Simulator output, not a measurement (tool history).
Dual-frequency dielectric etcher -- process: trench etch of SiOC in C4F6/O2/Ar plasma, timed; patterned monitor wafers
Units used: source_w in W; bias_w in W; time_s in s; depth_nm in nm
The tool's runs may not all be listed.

run,hour,source_w,bias_w,time_s,depth_nm
1,0,400,214,16,30.582
2,2.3,360,214,16,29.393
3,9.9,360,180,16,27.031
4,10.7,400,187,16,28.879
5,15.7,400,187,16.5,29.568
6,23.7,400,187,16,28.755
# hour 24.9: wet clean of the chamber
7,24.9,430,192,16,30.858

For run 8, what comes out?
8,25.7,450,193,16,?

Run 8 gave depth_nm 31.611 nm.
